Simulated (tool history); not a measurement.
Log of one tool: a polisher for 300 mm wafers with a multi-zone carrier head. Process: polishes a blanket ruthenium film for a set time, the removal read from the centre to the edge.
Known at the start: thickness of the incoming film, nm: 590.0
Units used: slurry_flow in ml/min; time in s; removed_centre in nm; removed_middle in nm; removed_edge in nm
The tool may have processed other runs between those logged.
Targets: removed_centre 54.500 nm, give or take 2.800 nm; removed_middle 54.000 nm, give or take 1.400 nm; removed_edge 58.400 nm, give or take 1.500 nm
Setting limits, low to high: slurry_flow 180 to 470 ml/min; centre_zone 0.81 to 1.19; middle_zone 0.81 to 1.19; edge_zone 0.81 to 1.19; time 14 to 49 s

run,hour,slurry_flow,centre_zone,middle_zone,edge_zone,time,removed_centre,removed_middle,removed_edge
1,0.0,300,1.00,1.00,1.00,31,39.983,43.006,42.904
2,8.4,305,1.02,1.00,1.04,33,43.854,46.577,46.301
3,12.3,305,1.02,1.00,1.04,36,47.430,50.309,50.855
4,16.3,350,1.02,1.00,1.04,36,49.029,50.621,51.147
5,24.7,355,1.02,0.99,1.07,37,50.204,51.670,53.643
6,29.1,355,1.02,0.99,1.02,37,50.721,52.175,52.732
7,35.7,360,1.02,0.99,1.05,37,49.088,51.694,53.514
8,43.8,365,1.04,0.99,1.07,37,51.438,51.886,53.690
# hour 47.3: centre zone pressure recalibrated
9,47.3,370,1.04,0.99,1.09,37,55.994,52.914,53.761

5 next moves are on the table. One of them brings every result within its allowed miss. Which?
A,50.8,335,0.93,0.84,1.03,43,?,?,?
B,50.8,415,0.87,1.04,1.11,37,?,?,?
C,50.8,340,0.92,0.88,1.07,42,?,?,?
D,50.8,380,0.96,0.94,1.08,40,?,?,?
E,50.8,460,1.17,1.05,1.13,36,?,?,?

move,removed_centre,removed_middle,removed_edge
A,56.605,54.015,60.973
B,46.418,54.735,54.842
C,54.777,54.497,60.615
D,55.000,54.756,58.325
E,61.326,53.896,54.082
A: takes the biggest miss from the last run beyond its target
B: better than the last run, though not everything is in spec
C: takes the biggest miss from the last run beyond its target
D: each result inside its tolerance
E: better than the last run, though not everything is in spec
The right move is D.
